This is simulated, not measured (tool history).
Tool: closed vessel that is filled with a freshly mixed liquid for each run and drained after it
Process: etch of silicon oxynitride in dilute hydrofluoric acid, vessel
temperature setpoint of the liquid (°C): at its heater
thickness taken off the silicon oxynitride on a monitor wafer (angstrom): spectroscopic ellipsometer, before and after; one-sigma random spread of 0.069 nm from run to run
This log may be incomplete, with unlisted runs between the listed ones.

| run | hour | temperature setpoint of the liquid (°C) | parts of water to one part of 49 % hydrofluoric acid (parts by volume) | time in the liquid (s) | thickness taken off the silicon oxynitride on a monitor wafer (angstrom) |
|---|---|---|---|---|---|
| 1 | 0 | 20 | 65 | 585 | 120.68 |
| 2 | 3 | 19 | 70 | 585 | 107.2 |
| 3 | 7.9 | 19 | 80 | 585 | 93.017 |
| 4 | 14 | 18.5 | 80 | 585 | 89.333 |
| 5 | 22.9 | 18.5 | 80 | 460 | 71.081 |
| 6 | 24.6 | 18.5 | 80 | 585 | 91.09 |
| 7 | 30.3 | 18 | 80 | 585 | 87.266 |

For run 8, what comes out?
| 8 | 36.2 | 17.5 | 80 | 585 | ? |

Run 8 gave thickness taken off the silicon oxynitride on a monitor wafer (angstrom) 87.164.
